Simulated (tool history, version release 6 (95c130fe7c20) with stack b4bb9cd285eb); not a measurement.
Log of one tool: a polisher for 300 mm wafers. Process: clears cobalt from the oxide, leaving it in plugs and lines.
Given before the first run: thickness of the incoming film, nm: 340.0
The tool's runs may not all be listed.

| run | hour | flow of slurry (ml/min) | pressure of the wafer on the pad (kPa) | speed of the pad under the wafer (m/s) | overpolish time after the end point (s) | time until the end point was called (s) | dishing of a wide line in a test structure (nm) |
|---|---|---|---|---|---|---|---|
| 1 | 0.0 | 230 | 9.0 | 1.18 | 18 | 84.172 | 47.538 |
| 2 | 2.8 | 230 | 9.0 | 1.44 | 18 | 70.033 | 52.176 |
| 3 | 5.1 | 230 | 7.6 | 1.44 | 18 | 80.895 | 47.916 |
| 4 | 12.5 | 230 | 7.6 | 1.44 | 24 | 81.173 | 53.329 |
| 5 | 21.1 | 230 | 7.6 | 1.28 | 24 | 89.212 | 51.315 |
| 6 | 25.9 | 180 | 7.6 | 1.28 | 24 | 94.902 | 52.465 |

What does the tool deliver on the next run?
| 7 | 27.0 | 180 | 6.9 | 1.28 | 23 | ? | ? |

Logged for run 7: time until the end point was called (s) 106.020, dishing of a wide line in a test structure (nm) 47.964.
